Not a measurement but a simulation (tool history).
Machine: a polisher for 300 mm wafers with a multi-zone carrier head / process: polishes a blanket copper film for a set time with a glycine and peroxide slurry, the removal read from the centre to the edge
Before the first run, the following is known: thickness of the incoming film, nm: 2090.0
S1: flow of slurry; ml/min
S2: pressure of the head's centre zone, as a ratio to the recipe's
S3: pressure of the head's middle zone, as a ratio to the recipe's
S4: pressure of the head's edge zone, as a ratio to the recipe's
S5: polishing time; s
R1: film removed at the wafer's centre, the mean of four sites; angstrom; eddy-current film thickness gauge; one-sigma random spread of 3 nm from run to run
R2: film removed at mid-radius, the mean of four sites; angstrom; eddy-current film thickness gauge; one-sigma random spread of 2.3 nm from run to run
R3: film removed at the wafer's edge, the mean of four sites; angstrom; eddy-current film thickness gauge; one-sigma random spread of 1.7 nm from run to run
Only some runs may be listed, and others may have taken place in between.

run 1 day=0 | S1=300 S2=1 S3=1 S4=1 S5=43 | R1=1986.9 R2=1866.8 R3=1932.2
run 2 day=0.112 | S1=300 S2=1 S3=1 S4=1 S5=38 | R1=1793 R2=1683.5 R3=1712.8
run 3 day=0.146 | S1=310 S2=1.02 S3=1.02 S4=1 S5=39 | R1=1877.4 R2=1741.8 R3=1756.6
run 4 day=0.396 | S1=365 S2=1.02 S3=1.02 S4=1 S5=39 | R1=1877.4 R2=1758.8 R3=1789.1
run 5 day=0.508 | S1=365 S2=1.02 S3=1.02 S4=0.96 S5=39 | R1=1901.5 R2=1791.6 R3=1742.6
run 6 day=0.85 | S1=365 S2=1.04 S3=1.04 S4=0.96 S5=41 | R1=2007.8 R2=1872 R3=1832.4
run 7 day=1.175 | S1=365 S2=1.06 S3=1.06 S4=0.95 S5=42 | R1=2114.3 R2=1982.4 R3=1858.8
run 8 day=1.225 | S1=365 S2=1.07 S3=1.07 S4=0.95 S5=43 | R1=2173.6 R2=2034.8 R3=1927.7
run 9 day=1.479 | S1=365 S2=1.08 S3=1.08 S4=0.95 S5=44 | R1=2242.1 R2=2092.2 R3=1934.7

Run 10, settings as shown, results not yet in. Your forecast:
run 10 day=1.579 | S1=365 S2=1.09 S3=1.09 S4=0.96 S5=45 | R1=? R2=? R3=?

R1: 2289.4 angstrom
R2: 2148.8 angstrom
R3: 2013.6 angstrom
